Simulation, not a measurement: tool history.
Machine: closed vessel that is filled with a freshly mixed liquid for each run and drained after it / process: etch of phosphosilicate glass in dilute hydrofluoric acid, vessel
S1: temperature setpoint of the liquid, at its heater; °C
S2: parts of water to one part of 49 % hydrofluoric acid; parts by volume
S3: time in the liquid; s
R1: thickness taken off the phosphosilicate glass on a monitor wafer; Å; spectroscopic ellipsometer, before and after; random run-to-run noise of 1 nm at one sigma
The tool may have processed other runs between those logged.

run  hour    S1   S2   S3      R1
  1     0    24  175  100  1084.7
  2   4.6    24  125  100  1616.6
  3  12.5    24  125  105  1691.7
  4    15    24  125  105  1704.4
  5  17.2  24.5  125  105  1728.9
  6    23    25  125  105  1762.9
  7  26.7  25.5  125  105  1795.2

Expected results for the next run?
  8  29.6  26.5  125  105   ?

R1: 1843.2 Å
